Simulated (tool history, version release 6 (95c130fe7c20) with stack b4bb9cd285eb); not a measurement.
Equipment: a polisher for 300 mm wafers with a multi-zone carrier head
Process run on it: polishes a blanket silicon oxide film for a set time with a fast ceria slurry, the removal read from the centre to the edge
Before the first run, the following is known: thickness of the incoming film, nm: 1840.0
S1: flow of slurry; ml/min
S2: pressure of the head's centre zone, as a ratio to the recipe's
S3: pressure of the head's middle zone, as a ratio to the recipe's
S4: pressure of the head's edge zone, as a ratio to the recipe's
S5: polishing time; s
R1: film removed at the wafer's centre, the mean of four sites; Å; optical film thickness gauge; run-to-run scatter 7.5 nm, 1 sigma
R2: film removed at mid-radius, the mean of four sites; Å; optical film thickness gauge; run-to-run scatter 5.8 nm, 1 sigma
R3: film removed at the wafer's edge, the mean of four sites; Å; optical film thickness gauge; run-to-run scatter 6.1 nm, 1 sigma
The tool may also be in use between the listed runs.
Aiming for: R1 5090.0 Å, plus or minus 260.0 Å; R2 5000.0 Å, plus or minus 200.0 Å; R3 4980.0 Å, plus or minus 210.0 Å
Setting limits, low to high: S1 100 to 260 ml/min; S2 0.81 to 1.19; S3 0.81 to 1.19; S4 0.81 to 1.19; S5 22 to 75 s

| run | hour | S1 | S2 | S3 | S4 | S5 | R1 | R2 | R3 |
|---|---|---|---|---|---|---|---|---|---|
| 1 | 0.0 | 165 | 1.00 | 1.00 | 1.00 | 48 | 5916.7 | 6120.5 | 6026.6 |
| 2 | 6.5 | 125 | 1.00 | 1.00 | 1.00 | 48 | 5549.4 | 5810.4 | 5812.3 |
| 3 | 10.0 | 105 | 1.00 | 1.00 | 1.00 | 48 | 5212.5 | 5463.8 | 5627.8 |
| 4 | 18.9 | 105 | 1.01 | 0.99 | 0.98 | 47 | 5080.7 | 5228.9 | 5344.4 |
| 5 | 21.2 | 105 | 1.02 | 0.99 | 0.97 | 47 | 5256.4 | 5277.1 | 5487.3 |
| 6 | 25.7 | 105 | 1.06 | 0.99 | 0.97 | 47 | 5318.2 | 5403.3 | 5466.3 |
| 7 | 26.9 | 105 | 1.06 | 0.99 | 0.95 | 47 | 5502.8 | 5343.1 | 5273.1 |
| 8 | 35.5 | 105 | 1.05 | 0.99 | 0.94 | 47 | 5501.5 | 5285.9 | 5374.5 |
| 9 | 41.7 | 105 | 1.05 | 1.00 | 0.94 | 46 | 5300.9 | 5296.4 | 5179.6 |
| 10 | 44.5 | 105 | 1.05 | 1.00 | 0.93 | 46 | 5253.2 | 5179.0 | 5232.3 |
| 11 | 53.5 | 105 | 1.05 | 1.00 | 0.92 | 46 | 5358.3 | 5202.6 | 5177.8 |

Which of these 4 next moves meets every target?
| A | 62.5 | 100 | 1.05 | 0.98 | 0.83 | 46 | ? | ? | ? |
| B | 62.5 | 100 | 1.00 | 1.04 | 0.98 | 44 | ? | ? | ? |
| C | 62.5 | 100 | 0.96 | 1.07 | 1.07 | 42 | ? | ? | ? |
| D | 62.5 | 140 | 1.14 | 1.09 | 0.88 | 38 | ? | ? | ? |

| move | R1 | R2 | R3 |
|---|---|---|---|
| A | 5168.0 | 5097.4 | 4982.9 |
| B | 4731.3 | 5127.4 | 5019.7 |
| C | 4353.6 | 5014.8 | 4936.4 |
| D | 5145.5 | 5073.3 | 4473.2 |
A: in spec on every target
B: moves the result that the last run missed by most past its target, out the other side
C: moves the result that the last run missed by most past its target, out the other side
D: brings the last run's worst result on target, with another outside its allowed miss
A meets every target.
